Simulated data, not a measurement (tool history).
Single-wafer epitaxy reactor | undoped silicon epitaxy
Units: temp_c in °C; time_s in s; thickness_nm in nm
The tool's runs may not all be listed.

{"run": 1, "hour": 0.0, "temp_c": 660, "time_s": 359, "thickness_nm": 73.805}
{"run": 2, "hour": 8.2, "temp_c": 656, "time_s": 354, "thickness_nm": 66.324}
{"run": 3, "hour": 14.0, "temp_c": 653, "time_s": 351, "thickness_nm": 61.219}
{"run": 4, "hour": 20.6, "temp_c": 650, "time_s": 350, "thickness_nm": 56.673}
{"run": 5, "hour": 26.1, "temp_c": 648, "time_s": 349, "thickness_nm": 53.716}
{"run": 6, "hour": 28.0, "temp_c": 646, "time_s": 349, "thickness_nm": 51.607}

Forecast run 7:
{"run": 7, "hour": 32.0, "temp_c": 644, "time_s": 349, "thickness_nm": "?"}

thickness_nm: 49.154 nm
